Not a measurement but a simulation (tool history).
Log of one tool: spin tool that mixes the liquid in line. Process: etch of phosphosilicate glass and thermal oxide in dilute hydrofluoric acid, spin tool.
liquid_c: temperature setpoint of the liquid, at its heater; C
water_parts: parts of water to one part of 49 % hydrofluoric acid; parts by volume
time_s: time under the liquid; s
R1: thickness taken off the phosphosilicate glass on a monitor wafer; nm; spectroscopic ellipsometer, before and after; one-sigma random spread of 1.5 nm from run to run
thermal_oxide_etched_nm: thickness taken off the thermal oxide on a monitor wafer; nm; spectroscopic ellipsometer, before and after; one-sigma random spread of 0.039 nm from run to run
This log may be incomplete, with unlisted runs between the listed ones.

run 1 hour=0 | liquid_c=20 water_parts=45 time_s=30 | R1=99.175 thermal_oxide_etched_nm=2.692
run 2 hour=8.7 | liquid_c=20 water_parts=45 time_s=20 | R1=65.521 thermal_oxide_etched_nm=1.8212
run 3 hour=16.8 | liquid_c=20 water_parts=40 time_s=20 | R1=74.596 thermal_oxide_etched_nm=2.0726
run 4 hour=23.6 | liquid_c=20 water_parts=45 time_s=20 | R1=65.081 thermal_oxide_etched_nm=1.8029
run 5 hour=32.2 | liquid_c=20 water_parts=45 time_s=15 | R1=49.445 thermal_oxide_etched_nm=1.3648
run 6 hour=37.6 | liquid_c=20 water_parts=45 time_s=20 | R1=65.851 thermal_oxide_etched_nm=1.7986
run 7 hour=43.9 | liquid_c=22.5 water_parts=40 time_s=20 | R1=82.224 thermal_oxide_etched_nm=2.252
run 8 hour=47.8 | liquid_c=24 water_parts=35 time_s=20 | R1=101.62 thermal_oxide_etched_nm=2.7612
run 9 hour=51.2 | liquid_c=28 water_parts=25 time_s=20 | R1=169 thermal_oxide_etched_nm=4.7113
-- hour=59 hydrofluoric acid flow meter replaced
run 10 hour=59 | liquid_c=27.5 water_parts=25 time_s=20 | R1=189.48 thermal_oxide_etched_nm=5.1723
run 11 hour=60.4 | liquid_c=26.5 water_parts=25 time_s=20 | R1=180.06 thermal_oxide_etched_nm=5.001
run 12 hour=64.2 | liquid_c=25 water_parts=25 time_s=20 | R1=171.94 thermal_oxide_etched_nm=4.6741

Forecast run 13:
run 13 hour=70.4 | liquid_c=24.5 water_parts=25 time_s=20 | R1=? thermal_oxide_etched_nm=?

R1: 166.6 nm
thermal_oxide_etched_nm: 4.5829 nm
